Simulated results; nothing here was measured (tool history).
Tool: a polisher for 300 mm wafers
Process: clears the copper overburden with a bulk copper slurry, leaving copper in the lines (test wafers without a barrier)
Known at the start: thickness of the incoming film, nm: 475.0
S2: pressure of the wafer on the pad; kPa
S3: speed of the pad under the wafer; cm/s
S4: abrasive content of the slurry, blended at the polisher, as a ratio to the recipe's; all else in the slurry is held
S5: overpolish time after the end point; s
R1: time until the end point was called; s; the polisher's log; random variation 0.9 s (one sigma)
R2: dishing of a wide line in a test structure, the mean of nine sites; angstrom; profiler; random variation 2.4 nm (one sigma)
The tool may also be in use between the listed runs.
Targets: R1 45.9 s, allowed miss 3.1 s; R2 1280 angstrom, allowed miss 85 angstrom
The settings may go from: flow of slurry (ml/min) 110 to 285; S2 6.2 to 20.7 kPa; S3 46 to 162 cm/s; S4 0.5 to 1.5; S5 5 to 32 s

run 1 day=0 | flow_of_slurry_(ml/min)=180 S2=13.1 S3=104 S4=1 S5=16 | R1=82.922 R2=616.23
run 2 day=0.325 | flow_of_slurry_(ml/min)=180 S2=13.8 S3=106 S4=1 S5=17 | R1=77.162 R2=703.35
run 3 day=0.679 | flow_of_slurry_(ml/min)=180 S2=13.8 S3=106 S4=0.9 S5=17 | R1=79.521 R2=695.89
run 4 day=0.721 | flow_of_slurry_(ml/min)=180 S2=13.8 S3=106 S4=0.8 S5=17 | R1=81.204 R2=705.58
run 5 day=0.904 | flow_of_slurry_(ml/min)=180 S2=14.5 S3=108 S4=0.8 S5=17 | R1=75.793 R2=743.33
run 6 day=1.238 | flow_of_slurry_(ml/min)=180 S2=14.5 S3=108 S4=0.95 S5=17 | R1=75.826 R2=713.99
run 7 day=1.338 | flow_of_slurry_(ml/min)=180 S2=15.2 S3=112 S4=0.95 S5=18 | R1=70.714 R2=801.41
run 8 day=1.512 | flow_of_slurry_(ml/min)=180 S2=15.9 S3=114 S4=0.95 S5=18 | R1=62.566 R2=827.64
run 9 day=1.579 | flow_of_slurry_(ml/min)=180 S2=16.5 S3=114 S4=0.95 S5=19 | R1=61.504 R2=886.7
run 10 day=1.762 | flow_of_slurry_(ml/min)=180 S2=17.2 S3=116 S4=0.95 S5=20 | R1=56.478 R2=995.12
run 11 day=2.062 | flow_of_slurry_(ml/min)=180 S2=20 S3=118 S4=0.95 S5=22 | R1=50.716 R2=1196.7

5 next moves are on the table. One of them brings every result within its allowed miss. Which?
run A day=2.362 | flow_of_slurry_(ml/min)=165 S2=17.9 S3=112 S4=0.9 S5=24 | R1=? R2=?
run B day=2.362 | flow_of_slurry_(ml/min)=175 S2=19.3 S3=138 S4=0.75 S5=25 | R1=? R2=?
run C day=2.362 | flow_of_slurry_(ml/min)=235 S2=20.7 S3=128 S4=1.25 S5=20 | R1=? R2=?
run D day=2.362 | flow_of_slurry_(ml/min)=190 S2=20 S3=108 S4=1.05 S5=26 | R1=? R2=?
run E day=2.362 | flow_of_slurry_(ml/min)=240 S2=18.6 S3=102 S4=0.95 S5=26 | R1=? R2=?

move=A R1=61.099 R2=1114.7
move=B R1=47.269 R2=1321.9
move=C R1=42.093 R2=1269.2
move=D R1=54.361 R2=1265.8
move=E R1=60.809 R2=1176.8
A: further off than the last run
B: meets every target
C: takes the result that was furthest off past its target
D: further off than the last run
E: further off than the last run
Move B is the one to make.
